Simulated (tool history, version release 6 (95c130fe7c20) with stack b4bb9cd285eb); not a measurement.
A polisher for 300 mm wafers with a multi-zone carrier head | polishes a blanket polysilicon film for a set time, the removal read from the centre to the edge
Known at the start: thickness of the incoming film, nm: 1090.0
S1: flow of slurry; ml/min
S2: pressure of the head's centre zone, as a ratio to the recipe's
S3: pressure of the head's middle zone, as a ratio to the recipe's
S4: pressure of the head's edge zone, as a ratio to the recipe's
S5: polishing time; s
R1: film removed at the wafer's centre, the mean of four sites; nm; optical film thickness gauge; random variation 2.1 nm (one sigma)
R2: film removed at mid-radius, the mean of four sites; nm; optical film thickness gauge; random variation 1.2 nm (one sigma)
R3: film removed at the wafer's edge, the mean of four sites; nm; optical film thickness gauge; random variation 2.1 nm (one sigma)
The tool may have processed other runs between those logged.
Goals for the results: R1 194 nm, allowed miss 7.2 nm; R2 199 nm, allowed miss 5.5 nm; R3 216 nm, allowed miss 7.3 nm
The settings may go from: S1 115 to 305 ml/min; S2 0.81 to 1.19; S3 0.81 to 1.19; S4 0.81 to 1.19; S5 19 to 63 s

run 1 hour=0 | S1=195 S2=1 S3=1 S4=1 S5=41 | R1=325.81 R2=340.14 R3=332.14
run 2 hour=2.5 | S1=195 S2=1 S3=1.04 S4=1 S5=41 | R1=337.24 R2=351.61 R3=334.81
run 3 hour=9.1 | S1=195 S2=1 S3=1.04 S4=1 S5=45 | R1=369.19 R2=388.58 R3=362.21
run 4 hour=11.5 | S1=180 S2=0.98 S3=0.98 S4=0.95 S5=38 | R1=300.05 R2=310.99 R3=298.96
run 5 hour=14.3 | S1=180 S2=0.94 S3=0.98 S4=0.95 S5=38 | R1=296.72 R2=307.44 R3=301.57
run 6 hour=19.3 | S1=165 S2=0.91 S3=0.95 S4=0.95 S5=33 | R1=240.25 R2=258.35 R3=258.37
run 7 hour=27 | S1=155 S2=0.9 S3=0.91 S4=0.94 S5=31 | R1=226.04 R2=230.33 R3=241.97
run 8 hour=30.1 | S1=145 S2=0.88 S3=0.89 S4=0.92 S5=30 | R1=212.4 R2=219.23 R3=232.89
run 9 hour=37 | S1=140 S2=0.87 S3=0.87 S4=0.9 S5=30 | R1=205.94 R2=214.33 R3=229.41
run 10 hour=41.5 | S1=135 S2=0.87 S3=0.86 S4=0.88 S5=30 | R1=205.09 R2=210.65 R3=226.55
run 11 hour=49 | S1=130 S2=0.86 S3=0.85 S4=0.86 S5=30 | R1=200.27 R2=204.97 R3=218.37

Which one of the following 4 next-run settings gets every result inside its allowed miss? There is exactly one.
run A hour=56.5 | S1=150 S2=0.84 S3=0.81 S4=0.91 S5=31 | R1=? R2=? R3=?
run B hour=56.5 | S1=120 S2=0.82 S3=0.88 S4=0.84 S5=30 | R1=? R2=? R3=?
run C hour=56.5 | S1=115 S2=0.87 S3=0.82 S4=0.88 S5=32 | R1=? R2=? R3=?
run D hour=56.5 | S1=145 S2=0.84 S3=0.84 S4=0.9 S5=29 | R1=? R2=? R3=?

move=A R1=208.72 R2=209.95 R3=235.86
move=B R1=191.49 R2=210.95 R3=215.12
move=C R1=212.71 R2=210.98 R3=233.48
move=D R1=194.32 R2=201.42 R3=218.72
A: moves away from the targets compared with the last run
B: moves away from the targets compared with the last run
C: moves away from the targets compared with the last run
D: every result lands within tolerance
The move that meets every target is D.

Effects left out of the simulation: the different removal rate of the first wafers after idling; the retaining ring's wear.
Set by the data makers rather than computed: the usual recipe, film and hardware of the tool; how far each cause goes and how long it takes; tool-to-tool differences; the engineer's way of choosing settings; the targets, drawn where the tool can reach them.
